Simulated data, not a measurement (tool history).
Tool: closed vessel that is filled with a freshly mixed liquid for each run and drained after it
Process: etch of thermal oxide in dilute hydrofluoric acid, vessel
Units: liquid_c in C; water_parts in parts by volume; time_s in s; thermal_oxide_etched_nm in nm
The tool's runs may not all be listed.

Run 1, hour 0.0: liquid_c 25.0 C, water_parts 110 parts by volume, time_s 570 s. Result: thermal_oxide_etched_nm 24.592 nm.
Run 2, hour 3.7: liquid_c 26.5 C, water_parts 105 parts by volume, time_s 570 s. Result: thermal_oxide_etched_nm 27.373 nm.
Run 3, hour 4.2: liquid_c 26.5 C, water_parts 130 parts by volume, time_s 570 s. Result: thermal_oxide_etched_nm 21.452 nm.
Run 4, hour 11.2: liquid_c 27.5 C, water_parts 120 parts by volume, time_s 570 s. Result: thermal_oxide_etched_nm 24.400 nm.
Run 5, hour 14.7: liquid_c 28.5 C, water_parts 115 parts by volume, time_s 570 s. Result: thermal_oxide_etched_nm 26.458 nm.
Run 6, hour 19.5: liquid_c 28.5 C, water_parts 115 parts by volume, time_s 570 s. Result: thermal_oxide_etched_nm 26.915 nm.
Run 7, hour 24.6: liquid_c 29.5 C, water_parts 110 parts by volume, time_s 570 s. Result: thermal_oxide_etched_nm 29.228 nm.

The next listed run, before its measurement:
Run 8, hour 29.5: liquid_c 30.0 C, water_parts 105 parts by volume, time_s 570 s. Result: thermal_oxide_etched_nm ?.

thermal_oxide_etched_nm: 31.108 nm
